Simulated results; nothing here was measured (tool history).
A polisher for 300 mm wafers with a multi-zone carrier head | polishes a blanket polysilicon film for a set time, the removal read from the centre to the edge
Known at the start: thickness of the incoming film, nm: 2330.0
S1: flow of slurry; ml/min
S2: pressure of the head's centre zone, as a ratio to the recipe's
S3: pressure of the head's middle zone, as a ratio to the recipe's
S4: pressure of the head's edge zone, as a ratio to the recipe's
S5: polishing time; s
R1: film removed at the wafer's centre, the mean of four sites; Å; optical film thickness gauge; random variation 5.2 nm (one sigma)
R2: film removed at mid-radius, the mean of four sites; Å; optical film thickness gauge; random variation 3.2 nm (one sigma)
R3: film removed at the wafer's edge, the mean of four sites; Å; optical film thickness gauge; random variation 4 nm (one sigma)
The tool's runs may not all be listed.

run    day   S1    S2    S3    S4  S5      R1      R2      R3
  1      0  260     1     1     1  49  4270.9  3768.7  3935.2
  2  0.171  260     1     1  0.93  49  4179.3  3824.2  3758.5
  3  0.308  255  1.01  0.97  0.93  49  4321.1  3672.4  3804.4
  4  0.458  255  1.01  0.97  0.89  49  4235.3  3723.8  3723.1
  5  0.575  255  1.01  0.97  0.83  49  4251.4  3651.1  3610.4
  6   0.85  250  1.01  0.94  0.84  49    4251  3664.9    3621
     0.879  -- centre zone pressure recalibrated
  7  0.879  250  1.02  0.92  0.87  48  3849.9  3486.4  3604.3

The next listed run, before its measurement:
  8  1.129  250  1.05  0.93  0.9  47   ?   ?   ?

{"run 8": {"R1": 3993.1, "R2": 3414.2, "R3": 3581.3}}
